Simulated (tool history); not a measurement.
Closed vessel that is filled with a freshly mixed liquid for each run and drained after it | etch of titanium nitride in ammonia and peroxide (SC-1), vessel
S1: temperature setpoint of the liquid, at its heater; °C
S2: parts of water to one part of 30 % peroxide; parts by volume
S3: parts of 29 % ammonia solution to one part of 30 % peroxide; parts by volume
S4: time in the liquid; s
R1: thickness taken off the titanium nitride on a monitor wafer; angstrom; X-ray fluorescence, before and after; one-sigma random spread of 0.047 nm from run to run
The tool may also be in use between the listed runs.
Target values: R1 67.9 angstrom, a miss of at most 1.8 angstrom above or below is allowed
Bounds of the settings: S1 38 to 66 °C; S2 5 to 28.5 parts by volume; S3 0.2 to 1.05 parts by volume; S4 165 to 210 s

run	hour	S1	S2	S3	S4	R1
1	0	50	15.5	0.55	210	81.116
2	5.1	49.5	15.5	0.55	210	77.322
3	13.8	49.5	15.5	0.4	210	73.914
4	18.8	49.5	15.5	0.4	210	73.35
5	26.5	49.5	15.5	0.4	165	58.299
6	33.6	49.5	15.5	0.4	210	73.503
7	37.1	49.5	15.5	0.4	210	74.071
8	38.7	49	15.5	0.4	210	71.945

5 candidate next runs follow, results not yet known. Just one meets every target within its allowed miss. Identify it.
A	40.3	49.5	9	0.2	180	?
B	40.3	49.5	13.5	0.35	210	?
C	40.3	51	14.5	0.2	210	?
D	40.3	49	15	0.4	195	?
E	40.3	48	13	0.45	205	?

move	R1
A	74.499
B	77.595
C	74.48
D	67.325
E	72.873
A: its largest miss is bigger than the last run's
B: its largest miss is bigger than the last run's
C: its largest miss is bigger than the last run's
D: every result lands within tolerance
E: its largest miss is bigger than the last run's
Correct choice: D, which meets every target

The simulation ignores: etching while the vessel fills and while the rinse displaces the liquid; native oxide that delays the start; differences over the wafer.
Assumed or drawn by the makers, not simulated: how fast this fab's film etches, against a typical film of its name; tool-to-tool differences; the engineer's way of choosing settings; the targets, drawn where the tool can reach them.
